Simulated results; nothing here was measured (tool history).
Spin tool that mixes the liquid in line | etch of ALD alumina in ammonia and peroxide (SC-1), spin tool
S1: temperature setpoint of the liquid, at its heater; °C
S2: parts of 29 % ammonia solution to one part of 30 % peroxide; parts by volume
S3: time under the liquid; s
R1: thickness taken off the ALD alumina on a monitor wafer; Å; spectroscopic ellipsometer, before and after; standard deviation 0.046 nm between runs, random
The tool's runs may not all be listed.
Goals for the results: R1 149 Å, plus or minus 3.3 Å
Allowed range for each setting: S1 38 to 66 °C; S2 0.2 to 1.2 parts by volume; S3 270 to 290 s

run  hour    S1    S2   S3      R1
  1     0    50   0.9  270  101.88
  2   8.7  51.5   0.9  270  110.38
  3    16  51.5   0.6  270   106.7
  4  17.8  51.5   0.6  290   114.7
  5  26.7  52.5   0.6  290  121.54
  6  31.2  52.5  0.85  290  124.58
  7  33.7  53.5  0.85  290  132.43
  8  38.5    54  0.85  290  134.96
  9  43.6    54  0.85  290  135.91
 10    52  54.5  0.85  290  140.01
 11  55.6    55  0.85  290  142.99

Below are 5 possible settings for the next run. Only one of them brings all results inside the allowed miss of their targets. Which is it?
  A  59.2    56  0.85  285   ?
  B  59.2    55   0.8  290   ?
  C  59.2  54.5   0.9  290   ?
  D  59.2  56.5  1.05  290   ?
  E  59.2  55.5  0.75  280   ?

move      R1
   A  148.78
   B  142.77
   C  140.58
   D  158.57
   E  140.68
A: each result inside its tolerance
B: about the same distance from the targets as the last run
C: lands further from the targets than the last run did
D: the result that was furthest off in the last run now lies on the other side of its target
E: lands further from the targets than the last run did
The move that meets every target is A.
